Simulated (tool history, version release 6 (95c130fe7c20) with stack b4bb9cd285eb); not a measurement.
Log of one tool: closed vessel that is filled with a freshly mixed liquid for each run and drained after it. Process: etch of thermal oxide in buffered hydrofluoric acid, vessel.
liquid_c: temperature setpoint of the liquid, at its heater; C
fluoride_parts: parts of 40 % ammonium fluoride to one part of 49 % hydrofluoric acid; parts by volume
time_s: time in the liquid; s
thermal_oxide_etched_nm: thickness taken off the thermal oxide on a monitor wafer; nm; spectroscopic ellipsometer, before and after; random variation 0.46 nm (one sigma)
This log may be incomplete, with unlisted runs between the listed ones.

run	hour	liquid_c	fluoride_parts	time_s	thermal_oxide_etched_nm
1	0.0	25.0	22.5	145	75.916
2	7.8	24.5	22.5	145	74.034
3	15.2	24.0	22.5	145	72.380
4	23.7	26.5	22.5	145	83.106
5	32.5	26.5	22.5	145	83.268
6	33.5	25.5	22.5	145	78.665

Run 7 comes next. What will it give?
7	38.2	25.0	22.5	145	?

Run 7 came out at thermal_oxide_etched_nm 75.994 nm.
